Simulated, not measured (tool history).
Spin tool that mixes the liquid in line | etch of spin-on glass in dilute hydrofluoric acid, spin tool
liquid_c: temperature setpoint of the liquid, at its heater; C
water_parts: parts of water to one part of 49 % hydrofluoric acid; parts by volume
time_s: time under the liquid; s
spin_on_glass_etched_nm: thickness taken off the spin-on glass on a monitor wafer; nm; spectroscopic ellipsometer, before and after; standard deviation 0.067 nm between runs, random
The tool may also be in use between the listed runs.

{"run": 1, "hour": 0.0, "liquid_c": 23, "water_parts": 75, "time_s": 15, "spin_on_glass_etched_nm": 8.9389}
{"run": 2, "hour": 2.0, "liquid_c": 25.5, "water_parts": 65, "time_s": 15, "spin_on_glass_etched_nm": 11.471}
{"run": 3, "hour": 5.9, "liquid_c": 22, "water_parts": 65, "time_s": 15, "spin_on_glass_etched_nm": 9.9527}
{"run": 4, "hour": 14.5, "liquid_c": 22, "water_parts": 65, "time_s": 15, "spin_on_glass_etched_nm": 9.9762}
{"run": 5, "hour": 15.1, "liquid_c": 21, "water_parts": 65, "time_s": 15, "spin_on_glass_etched_nm": 9.5692}
{"run": 6, "hour": 19.7, "liquid_c": 21, "water_parts": 50, "time_s": 15, "spin_on_glass_etched_nm": 12.699}
{"run": 7, "hour": 25.9, "liquid_c": 25, "water_parts": 50, "time_s": 15, "spin_on_glass_etched_nm": 14.995}

Expected results for the next run?
{"run": 8, "hour": 30.7, "liquid_c": 29, "water_parts": 50, "time_s": 15, "spin_on_glass_etched_nm": "?"}

Logged for run 8: spin_on_glass_etched_nm 17.535 nm.
